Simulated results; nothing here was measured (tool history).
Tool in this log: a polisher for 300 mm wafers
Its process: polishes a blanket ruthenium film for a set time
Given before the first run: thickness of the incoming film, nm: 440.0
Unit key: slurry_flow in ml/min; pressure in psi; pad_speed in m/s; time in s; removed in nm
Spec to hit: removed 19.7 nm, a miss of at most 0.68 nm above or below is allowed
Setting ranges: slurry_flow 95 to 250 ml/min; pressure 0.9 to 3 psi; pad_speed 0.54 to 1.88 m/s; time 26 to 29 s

run 1 hour=0 | slurry_flow=160 pressure=1.9 pad_speed=1.2 time=29 | removed=38.244
run 2 hour=3.7 | slurry_flow=140 pressure=1.9 pad_speed=1.2 time=29 | removed=36.092
run 3 hour=11.3 | slurry_flow=130 pressure=1.7 pad_speed=1.2 time=29 | removed=31.783
run 4 hour=18.1 | slurry_flow=130 pressure=1.7 pad_speed=1.2 time=29 | removed=32.544
run 5 hour=21.9 | slurry_flow=125 pressure=1.5 pad_speed=1.18 time=29 | removed=27.799
run 6 hour=24.6 | slurry_flow=120 pressure=1.4 pad_speed=1.18 time=29 | removed=25.738
run 7 hour=30.2 | slurry_flow=115 pressure=1.3 pad_speed=1.18 time=29 | removed=23.913
run 8 hour=34.9 | slurry_flow=110 pressure=1.2 pad_speed=1.18 time=29 | removed=22.198
run 9 hour=40.1 | slurry_flow=105 pressure=1 pad_speed=1.18 time=29 | removed=18.406
run 10 hour=47 | slurry_flow=110 pressure=1 pad_speed=1.18 time=29 | removed=18.557

Pick the move, out of 5, that brings all results within their allowed miss; only one does.
run A hour=53.9 | slurry_flow=110 pressure=1 pad_speed=1.26 time=29 | removed=?
run B hour=53.9 | slurry_flow=140 pressure=1.1 pad_speed=1.1 time=26 | removed=?
run C hour=53.9 | slurry_flow=125 pressure=1 pad_speed=1.26 time=26 | removed=?
run D hour=53.9 | slurry_flow=125 pressure=1.1 pad_speed=1.08 time=27 | removed=?
run E hour=53.9 | slurry_flow=100 pressure=1.1 pad_speed=1.18 time=26 | removed=?

move=A removed=19.66
move=B removed=17.868
move=C removed=18.18
move=D removed=17.795
move=E removed=17.636
A: every result lands within tolerance
B: moves away from the targets compared with the last run
C: moves away from the targets compared with the last run
D: moves away from the targets compared with the last run
E: moves away from the targets compared with the last run
A meets every target.

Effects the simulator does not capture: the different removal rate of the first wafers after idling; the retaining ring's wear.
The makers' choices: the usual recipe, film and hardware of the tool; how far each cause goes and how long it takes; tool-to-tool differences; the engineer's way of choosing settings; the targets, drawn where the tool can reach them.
